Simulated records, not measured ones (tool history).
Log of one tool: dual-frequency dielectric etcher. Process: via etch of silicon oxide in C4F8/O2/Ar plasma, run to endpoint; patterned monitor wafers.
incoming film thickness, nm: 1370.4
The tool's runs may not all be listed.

{"run": 1, "hour": 0.0, "source power (kW)": 1.4, "bias power (kW)": 2.703, "endpoint time (s)": 265.58}
{"run": 2, "hour": 3.2, "source power (kW)": 1.25, "bias power (kW)": 2.703, "endpoint time (s)": 274.26}
{"run": 3, "hour": 10.2, "source power (kW)": 1.12, "bias power (kW)": 2.703, "endpoint time (s)": 281.54}
{"run": 4, "hour": 17.0, "source power (kW)": 1.18, "bias power (kW)": 2.755, "endpoint time (s)": 271.23}
{"run": 5, "hour": 23.2, "source power (kW)": 1.22, "bias power (kW)": 2.795, "endpoint time (s)": 274.02}
{"run": 6, "hour": 26.9, "source power (kW)": 1.28, "bias power (kW)": 2.853, "endpoint time (s)": 266.36}
{"run": 7, "hour": 32.3, "source power (kW)": 1.32, "bias power (kW)": 2.888, "endpoint time (s)": 260.71}
{"run": 8, "hour": 37.1, "source power (kW)": 1.6, "bias power (kW)": 3.038, "endpoint time (s)": 249.29}

Forecast run 9:
{"run": 9, "hour": 41.4, "source power (kW)": 1.62, "bias power (kW)": 3.061, "endpoint time (s)": "?"}

{"run 9": {"endpoint time (s)": 248.14}}
